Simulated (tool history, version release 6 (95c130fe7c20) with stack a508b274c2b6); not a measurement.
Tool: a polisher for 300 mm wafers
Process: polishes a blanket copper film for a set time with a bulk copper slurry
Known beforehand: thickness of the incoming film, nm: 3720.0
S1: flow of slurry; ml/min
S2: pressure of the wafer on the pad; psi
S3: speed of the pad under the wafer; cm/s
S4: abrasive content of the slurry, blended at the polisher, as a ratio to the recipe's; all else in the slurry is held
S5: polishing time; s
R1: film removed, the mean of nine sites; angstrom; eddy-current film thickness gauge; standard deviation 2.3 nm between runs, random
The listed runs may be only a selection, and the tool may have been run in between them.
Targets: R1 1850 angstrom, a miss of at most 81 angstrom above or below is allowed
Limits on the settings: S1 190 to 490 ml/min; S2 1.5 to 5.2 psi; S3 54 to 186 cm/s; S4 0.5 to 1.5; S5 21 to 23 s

| run | hour | S1 | S2 | S3 | S4 | S5 | R1 |
|---|---|---|---|---|---|---|---|
| 1 | 0 | 315 | 3.3 | 118 | 1 | 23 | 2749.9 |
| 2 | 5.1 | 315 | 3.1 | 118 | 1 | 23 | 2625.7 |
| 3 | 8.2 | 315 | 3.1 | 118 | 1 | 21 | 2425.4 |
| 4 | 16.2 | 315 | 3 | 118 | 1 | 21 | 2284.8 |
| 5 | 25.1 | 240 | 3 | 118 | 1 | 21 | 2179.5 |
| 6 | 32.3 | 235 | 2.9 | 118 | 1 | 21 | 2090.3 |
| 7 | 36.7 | 230 | 2.9 | 118 | 1 | 21 | 2094.5 |
| 8 | 44.2 | 230 | 2.8 | 118 | 1 | 21 | 2056.9 |

5 next moves are on the table. One of them brings every result within its allowed miss. Which?
| A | 51.7 | 240 | 2.3 | 120 | 0.9 | 23 | ? |
| B | 51.7 | 220 | 2.5 | 134 | 1.25 | 23 | ? |
| C | 51.7 | 195 | 3.5 | 86 | 1.15 | 23 | ? |
| D | 51.7 | 235 | 2.3 | 160 | 1.05 | 23 | ? |
| E | 51.7 | 215 | 2.2 | 120 | 1 | 22 | ? |

| move | R1 |
|---|---|
| A | 1826.4 |
| B | 2368.7 |
| C | 2097.3 |
| D | 2477.3 |
| E | 1688.8 |
A: hits every target within its allowed miss
B: its largest miss is bigger than the last run's
C: its largest miss is bigger than the last run's
D: its largest miss is bigger than the last run's
E: takes the result that was furthest off past its target
Correct choice: A, which meets every target
